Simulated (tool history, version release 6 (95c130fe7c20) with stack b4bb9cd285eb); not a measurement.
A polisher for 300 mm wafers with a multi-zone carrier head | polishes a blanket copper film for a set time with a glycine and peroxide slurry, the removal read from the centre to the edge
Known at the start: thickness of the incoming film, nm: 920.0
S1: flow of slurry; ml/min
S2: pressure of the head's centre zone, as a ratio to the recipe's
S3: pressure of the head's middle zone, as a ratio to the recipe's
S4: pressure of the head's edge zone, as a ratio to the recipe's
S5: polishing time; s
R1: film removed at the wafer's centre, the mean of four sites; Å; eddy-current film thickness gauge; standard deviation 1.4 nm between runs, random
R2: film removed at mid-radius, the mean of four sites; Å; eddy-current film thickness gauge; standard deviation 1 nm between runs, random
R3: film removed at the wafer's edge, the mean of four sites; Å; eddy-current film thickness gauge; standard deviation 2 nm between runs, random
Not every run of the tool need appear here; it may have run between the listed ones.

run	hour	S1	S2	S3	S4	S5	R1	R2	R3
1	0.0	175	1.00	1.00	1.00	52	2826.0	2795.8	2822.9
2	6.0	200	1.00	1.00	1.00	52	2843.4	2853.2	2886.7
3	14.1	175	1.00	1.00	1.00	52	2799.2	2789.2	2798.2
4	20.7	210	1.00	1.00	1.00	52	2907.6	2886.4	2880.2
5	21.4	175	1.00	1.00	1.00	52	2819.3	2809.1	2802.9
6	25.1	155	0.99	0.98	0.94	44	2290.1	2262.9	2274.8
7	26.6	145	0.99	0.99	0.90	39	2006.1	1997.8	2041.4
8	34.3	140	1.02	1.03	0.87	35	1830.7	1856.3	1773.1
9	35.8	115	1.03	1.01	0.81	30	1523.1	1506.1	1478.3
10	38.0	125	1.03	1.02	0.81	30	1595.2	1558.6	1424.0
11	45.2	130	1.02	1.02	0.83	30	1564.1	1560.1	1432.2
12	49.2	130	1.02	1.02	0.85	30	1588.7	1553.4	1477.6

Expected results for the next run?
13	50.9	135	1.01	1.02	0.86	30	?	?	?

{"run 13": {"R1": 1543.7, "R2": 1575.7, "R3": 1503.2}}
